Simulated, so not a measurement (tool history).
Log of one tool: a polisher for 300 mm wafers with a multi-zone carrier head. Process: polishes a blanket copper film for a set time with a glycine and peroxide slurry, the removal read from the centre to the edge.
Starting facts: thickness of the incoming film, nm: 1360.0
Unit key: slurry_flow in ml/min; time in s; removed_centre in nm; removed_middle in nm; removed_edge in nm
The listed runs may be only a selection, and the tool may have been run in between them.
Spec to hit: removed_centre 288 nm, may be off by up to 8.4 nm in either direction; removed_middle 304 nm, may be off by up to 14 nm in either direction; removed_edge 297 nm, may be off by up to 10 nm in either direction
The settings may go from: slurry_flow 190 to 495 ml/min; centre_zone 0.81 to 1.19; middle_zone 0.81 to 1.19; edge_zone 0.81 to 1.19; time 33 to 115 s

{"run": 1, "hour": 0.0, "slurry_flow": 320, "centre_zone": 1, "middle_zone": 1, "edge_zone": 1, "time": 73, "removed_centre": 425.22, "removed_middle": 438.28, "removed_edge": 429.17}
{"run": 2, "hour": 5.2, "slurry_flow": 320, "centre_zone": 0.97, "middle_zone": 0.98, "edge_zone": 0.96, "time": 65, "removed_centre": 367.9, "removed_middle": 376.48, "removed_edge": 373.34}
{"run": 3, "hour": 11.3, "slurry_flow": 320, "centre_zone": 0.94, "middle_zone": 0.97, "edge_zone": 0.92, "time": 61, "removed_centre": 333.44, "removed_middle": 358.84, "removed_edge": 355.23}
{"run": 4, "hour": 15.3, "slurry_flow": 320, "centre_zone": 0.94, "middle_zone": 0.97, "edge_zone": 0.85, "time": 61, "removed_centre": 335.24, "removed_middle": 348.21, "removed_edge": 346.21}
{"run": 5, "hour": 18.4, "slurry_flow": 320, "centre_zone": 0.94, "middle_zone": 0.98, "edge_zone": 0.84, "time": 57, "removed_centre": 313.69, "removed_middle": 330.38, "removed_edge": 321}
{"run": 6, "hour": 20.7, "slurry_flow": 320, "centre_zone": 0.94, "middle_zone": 0.98, "edge_zone": 0.84, "time": 47, "removed_centre": 257.23, "removed_middle": 277.91, "removed_edge": 263.44}
{"hour": 27.7, "done": "edge zone pressure recalibrated"}
{"run": 7, "hour": 27.7, "slurry_flow": 325, "centre_zone": 0.94, "middle_zone": 0.98, "edge_zone": 0.86, "time": 49, "removed_centre": 267.04, "removed_middle": 292.17, "removed_edge": 273.06}
{"run": 8, "hour": 34.8, "slurry_flow": 325, "centre_zone": 0.94, "middle_zone": 0.97, "edge_zone": 0.86, "time": 50, "removed_centre": 274.14, "removed_middle": 294.07, "removed_edge": 278.68}

Of the 5 settings listed for the next run, only one would bring every result within its allowed miss of target. Which one?
{"run": "A", "hour": 41.9, "slurry_flow": 390, "centre_zone": 1.09, "middle_zone": 1.03, "edge_zone": 0.83, "time": 45, "removed_centre": "?", "removed_middle": "?", "removed_edge": "?"}
{"run": "B", "hour": 41.9, "slurry_flow": 355, "centre_zone": 1.02, "middle_zone": 1, "edge_zone": 0.82, "time": 48, "removed_centre": "?", "removed_middle": "?", "removed_edge": "?"}
{"run": "C", "hour": 41.9, "slurry_flow": 345, "centre_zone": 0.91, "middle_zone": 0.93, "edge_zone": 0.82, "time": 54, "removed_centre": "?", "removed_middle": "?", "removed_edge": "?"}
{"run": "D", "hour": 41.9, "slurry_flow": 315, "centre_zone": 0.9, "middle_zone": 1.06, "edge_zone": 0.9, "time": 50, "removed_centre": "?", "removed_middle": "?", "removed_edge": "?"}
{"run": "E", "hour": 41.9, "slurry_flow": 460, "centre_zone": 0.89, "middle_zone": 1.11, "edge_zone": 0.81, "time": 46, "removed_centre": "?", "removed_middle": "?", "removed_edge": "?"}

move=A removed_centre=292.17 removed_middle=277.26 removed_edge=249.49
move=B removed_centre=288.9 removed_middle=286.27 removed_edge=263.67
move=C removed_centre=288.73 removed_middle=302.41 removed_edge=296.32
move=D removed_centre=262.06 removed_middle=309.91 removed_edge=279.67
move=E removed_centre=246.85 removed_middle=306.09 removed_edge=255.36
A: further off than the last run
B: further off than the last run
C: each result inside its tolerance
D: further off than the last run
E: further off than the last run
Correct choice: C, which meets every target

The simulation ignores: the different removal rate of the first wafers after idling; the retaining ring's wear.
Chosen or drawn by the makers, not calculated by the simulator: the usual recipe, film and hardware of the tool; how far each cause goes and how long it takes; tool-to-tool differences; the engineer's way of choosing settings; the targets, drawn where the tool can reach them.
